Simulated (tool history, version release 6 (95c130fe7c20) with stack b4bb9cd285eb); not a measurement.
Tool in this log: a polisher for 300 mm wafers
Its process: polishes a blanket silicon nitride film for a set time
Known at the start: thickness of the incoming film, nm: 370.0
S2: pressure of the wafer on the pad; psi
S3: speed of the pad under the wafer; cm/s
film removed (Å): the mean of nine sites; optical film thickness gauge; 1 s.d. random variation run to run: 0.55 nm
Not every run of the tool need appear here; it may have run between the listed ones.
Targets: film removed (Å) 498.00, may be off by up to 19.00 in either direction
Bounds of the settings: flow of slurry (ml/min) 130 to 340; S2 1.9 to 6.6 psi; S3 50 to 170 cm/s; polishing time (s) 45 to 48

Run 1, hour 0.0: flow of slurry (ml/min) 220, S2 4.2 psi, S3 110 cm/s, polishing time (s) 45. Result: film removed (Å) 892.87.
Run 2, hour 1.4: flow of slurry (ml/min) 220, S2 4.2 psi, S3 110 cm/s, polishing time (s) 45. Result: film removed (Å) 873.84.
Run 3, hour 7.3: flow of slurry (ml/min) 220, S2 4.2 psi, S3 94 cm/s, polishing time (s) 45. Result: film removed (Å) 794.95.
Run 4, hour 14.5: flow of slurry (ml/min) 220, S2 3.7 psi, S3 94 cm/s, polishing time (s) 45. Result: film removed (Å) 678.24.
Run 5, hour 20.2: flow of slurry (ml/min) 220, S2 3.4 psi, S3 94 cm/s, polishing time (s) 45. Result: film removed (Å) 633.14.
Run 6, hour 24.0: flow of slurry (ml/min) 220, S2 3.2 psi, S3 94 cm/s, polishing time (s) 45. Result: film removed (Å) 600.44.
Run 7, hour 32.1: flow of slurry (ml/min) 220, S2 3.0 psi, S3 94 cm/s, polishing time (s) 45. Result: film removed (Å) 562.75.
Run 8, hour 32.8: flow of slurry (ml/min) 220, S2 2.9 psi, S3 94 cm/s, polishing time (s) 45. Result: film removed (Å) 542.57.
Run 9, hour 36.3: flow of slurry (ml/min) 220, S2 2.8 psi, S3 94 cm/s, polishing time (s) 45. Result: film removed (Å) 519.15.

Which one of the following 4 next-run settings gets every result inside its allowed miss? There is exactly one.
Run A, hour 39.8: flow of slurry (ml/min) 200, S2 3.1 psi, S3 90 cm/s, polishing time (s) 45. Result: film removed (Å) ?.
Run B, hour 39.8: flow of slurry (ml/min) 195, S2 2.4 psi, S3 112 cm/s, polishing time (s) 47. Result: film removed (Å) ?.
Run C, hour 39.8: flow of slurry (ml/min) 230, S2 2.3 psi, S3 100 cm/s, polishing time (s) 48. Result: film removed (Å) ?.
Run D, hour 39.8: flow of slurry (ml/min) 225, S2 3.4 psi, S3 80 cm/s, polishing time (s) 47. Result: film removed (Å) ?.

move  film removed (Å)
   A            564.92
   B            548.53
   C            502.30
   D            596.07
A: misses by more than the last run did
B: misses by more than the last run did
C: all results land within tolerance of their targets
D: misses by more than the last run did
The move that meets every target is C.

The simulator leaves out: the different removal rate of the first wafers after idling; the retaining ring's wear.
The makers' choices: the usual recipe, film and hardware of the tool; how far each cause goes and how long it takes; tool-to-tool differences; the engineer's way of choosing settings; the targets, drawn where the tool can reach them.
